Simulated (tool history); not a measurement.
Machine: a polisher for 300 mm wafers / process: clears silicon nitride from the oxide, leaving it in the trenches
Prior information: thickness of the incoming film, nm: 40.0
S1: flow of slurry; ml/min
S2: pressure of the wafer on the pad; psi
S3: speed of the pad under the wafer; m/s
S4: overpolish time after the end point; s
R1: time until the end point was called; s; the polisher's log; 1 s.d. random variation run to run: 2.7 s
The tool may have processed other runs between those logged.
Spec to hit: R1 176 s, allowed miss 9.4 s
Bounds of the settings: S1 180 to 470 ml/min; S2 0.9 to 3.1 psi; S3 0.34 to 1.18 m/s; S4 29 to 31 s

run  hour   S1   S2    S3  S4      R1
  1     0  300    2  0.76  29  74.696
  2   1.7  300  2.4  0.76  29  67.012
  3   6.2  295    2  0.64  29  91.522
  4   8.4  295  1.7  0.58  29  112.69
  5    10  295  1.7  0.58  31  112.54
  6  12.2  295  1.5  0.54  31  126.98
  7  19.2  295  1.5  0.54  31   130.4
  8  28.2  295  1.3  0.52  31  142.37
  9  33.4  295  1.2   0.5  31  154.38
 10  39.2  295  1.1   0.5  31  165.74

Exactly one of the 5 candidate moves below puts every result within its allowed miss. Which one?
  A    45  280    1  0.42  29   ?
  B    45  325  1.4  0.44  29   ?
  C    45  270  1.3   0.5  30   ?
  D    45  295  0.9  0.48  31   ?
  E    45  240  1.1  0.48  30   ?

move      R1
   A  210.07
   B  164.36
   C  154.86
   D  193.97
   E  179.24
A: takes the biggest miss from the last run beyond its target
B: further off than the last run
C: further off than the last run
D: takes the biggest miss from the last run beyond its target
E: each result inside its tolerance
Correct choice: E, which meets every target

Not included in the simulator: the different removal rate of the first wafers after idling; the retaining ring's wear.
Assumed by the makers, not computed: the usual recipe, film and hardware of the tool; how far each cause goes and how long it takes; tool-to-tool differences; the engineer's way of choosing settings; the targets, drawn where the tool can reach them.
